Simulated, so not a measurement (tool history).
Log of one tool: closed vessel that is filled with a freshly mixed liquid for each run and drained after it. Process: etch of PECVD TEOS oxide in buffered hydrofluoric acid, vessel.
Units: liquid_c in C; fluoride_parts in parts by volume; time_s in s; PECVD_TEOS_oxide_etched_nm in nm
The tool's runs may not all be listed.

Run 1, day 0.000: liquid_c 25.0 C, fluoride_parts 24.0 parts by volume, time_s 30 s. Result: PECVD_TEOS_oxide_etched_nm 29.233 nm.
Run 2, day 0.083: liquid_c 26.0 C, fluoride_parts 23.0 parts by volume, time_s 30 s. Result: PECVD_TEOS_oxide_etched_nm 31.763 nm.
Run 3, day 0.346: liquid_c 26.5 C, fluoride_parts 22.0 parts by volume, time_s 30 s. Result: PECVD_TEOS_oxide_etched_nm 33.799 nm.
Run 4, day 0.688: liquid_c 23.5 C, fluoride_parts 22.0 parts by volume, time_s 30 s. Result: PECVD_TEOS_oxide_etched_nm 28.352 nm.
Run 5, day 0.979: liquid_c 24.5 C, fluoride_parts 21.0 parts by volume, time_s 30 s. Result: PECVD_TEOS_oxide_etched_nm 30.696 nm.
Run 6, day 1.238: liquid_c 28.0 C, fluoride_parts 21.0 parts by volume, time_s 30 s. Result: PECVD_TEOS_oxide_etched_nm 37.059 nm.
Run 7, day 1.317: liquid_c 28.5 C, fluoride_parts 20.0 parts by volume, time_s 30 s. Result: PECVD_TEOS_oxide_etched_nm 39.648 nm.
Run 8, day 1.658: liquid_c 29.0 C, fluoride_parts 19.5 parts by volume, time_s 30 s. Result: PECVD_TEOS_oxide_etched_nm 42.247 nm.
Run 9, day 1.862: liquid_c 29.5 C, fluoride_parts 19.0 parts by volume, time_s 30 s. Result: PECVD_TEOS_oxide_etched_nm 44.670 nm.
Run 10, day 2.158: liquid_c 30.0 C, fluoride_parts 19.0 parts by volume, time_s 30 s. Result: PECVD_TEOS_oxide_etched_nm 45.335 nm.
Run 11, day 2.525: liquid_c 30.0 C, fluoride_parts 19.0 parts by volume, time_s 30 s. Result: PECVD_TEOS_oxide_etched_nm 45.785 nm.
Run 12, day 2.717: liquid_c 32.0 C, fluoride_parts 15.5 parts by volume, time_s 30 s. Result: PECVD_TEOS_oxide_etched_nm 60.840 nm.

For run 13, what comes out?
Run 13, day 2.758: liquid_c 31.0 C, fluoride_parts 15.5 parts by volume, time_s 30 s. Result: PECVD_TEOS_oxide_etched_nm ?.

{"run 13": {"PECVD_TEOS_oxide_etched_nm": 58.543}}
